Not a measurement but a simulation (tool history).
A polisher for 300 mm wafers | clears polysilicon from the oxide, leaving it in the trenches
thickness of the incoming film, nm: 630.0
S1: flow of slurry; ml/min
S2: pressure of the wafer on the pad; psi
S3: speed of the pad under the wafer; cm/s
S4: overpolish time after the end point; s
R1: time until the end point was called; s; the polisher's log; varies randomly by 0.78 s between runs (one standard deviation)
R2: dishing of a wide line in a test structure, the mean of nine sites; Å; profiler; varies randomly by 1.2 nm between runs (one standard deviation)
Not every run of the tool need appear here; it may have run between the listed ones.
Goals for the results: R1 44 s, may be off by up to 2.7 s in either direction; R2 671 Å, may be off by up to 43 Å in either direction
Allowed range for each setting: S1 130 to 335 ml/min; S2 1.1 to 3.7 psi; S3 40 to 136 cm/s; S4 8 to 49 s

run,day,S1,S2,S3,S4,R1,R2
1,0,215,2.4,88,25,64.521,667.42
2,0.158,215,2.4,88,19,65.198,622.8
3,0.3,170,2.4,88,19,67.579,610.93
4,0.625,205,2.4,88,19,64.325,640.75
5,0.929,205,2.4,88,24,65.683,636.84
6,1.104,205,2.4,66,24,85.405,609.14
7,1.425,205,2.6,68,24,74.533,636.53
8,1.788,205,2.7,68,23,75.527,629.78

Of the 5 settings listed for the next run, only one would bring every result within its allowed miss of target. Which one?
A,2.15,170,3.3,86,15,?,?
B,2.15,295,2.3,40,40,?,?
C,2.15,190,2.5,48,30,?,?
D,2.15,255,3.3,94,21,?,?
E,2.15,225,2.2,40,36,?,?

move,R1,R2
A,50.342,629.57
B,126.98,635.89
C,106.23,622.88
D,44.444,664.38
E,136.07,613.93
A: closes in on the targets versus the last run, not all within tolerance yet
B: lands further from the targets than the last run did
C: lands further from the targets than the last run did
D: all results in spec
E: lands further from the targets than the last run did
D meets every target.

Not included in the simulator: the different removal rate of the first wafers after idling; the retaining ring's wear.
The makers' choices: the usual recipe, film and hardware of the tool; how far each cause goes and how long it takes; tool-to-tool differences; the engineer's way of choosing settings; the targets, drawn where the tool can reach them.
